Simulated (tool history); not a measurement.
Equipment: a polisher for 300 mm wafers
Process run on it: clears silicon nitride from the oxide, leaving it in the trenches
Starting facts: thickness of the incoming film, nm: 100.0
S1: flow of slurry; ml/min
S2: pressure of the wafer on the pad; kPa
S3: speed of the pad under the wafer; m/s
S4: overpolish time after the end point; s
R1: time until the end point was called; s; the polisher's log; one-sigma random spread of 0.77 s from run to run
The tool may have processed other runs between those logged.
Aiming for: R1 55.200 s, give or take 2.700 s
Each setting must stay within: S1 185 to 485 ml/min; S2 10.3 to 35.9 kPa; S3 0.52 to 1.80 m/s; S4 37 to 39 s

| run | day | S1 | S2 | S3 | S4 | R1 |
|---|---|---|---|---|---|---|
| 1 | 0.000 | 310 | 22.8 | 1.16 | 37 | 74.696 |
| 2 | 0.129 | 310 | 22.8 | 1.16 | 37 | 72.871 |
| 3 | 0.417 | 270 | 22.8 | 1.16 | 37 | 74.628 |
| 4 | 0.683 | 270 | 22.8 | 1.38 | 37 | 64.206 |
| 5 | 0.775 | 270 | 23.4 | 1.38 | 37 | 62.527 |
| 6 | 1.075 | 270 | 17.9 | 1.38 | 37 | 73.294 |
| 7 | 1.112 | 270 | 20.7 | 1.40 | 37 | 66.986 |
| 8 | 1.208 | 270 | 22.1 | 1.42 | 37 | 62.078 |
| 9 | 1.492 | 270 | 22.8 | 1.42 | 37 | 61.295 |
| 10 | 1.746 | 270 | 23.4 | 1.42 | 37 | 60.839 |
| 11 | 1.862 | 270 | 24.1 | 1.42 | 37 | 60.203 |
| 12 | 1.954 | 270 | 24.8 | 1.42 | 37 | 58.088 |

5 candidate next runs follow, results not yet known. Just one meets every target within its allowed miss. Identify it.
| A | 2.046 | 315 | 29.6 | 1.30 | 37 | ? |
| B | 2.046 | 290 | 22.1 | 1.40 | 37 | ? |
| C | 2.046 | 250 | 25.5 | 1.36 | 39 | ? |
| D | 2.046 | 250 | 22.8 | 1.38 | 39 | ? |
| E | 2.046 | 285 | 29.6 | 1.16 | 39 | ? |

| move | R1 |
|---|---|
| A | 56.210 |
| B | 63.929 |
| C | 60.530 |
| D | 64.265 |
| E | 63.219 |
A: hits every target within its allowed miss
B: misses by more than the last run did
C: misses by more than the last run did
D: misses by more than the last run did
E: misses by more than the last run did
Go with A: it meets all targets.
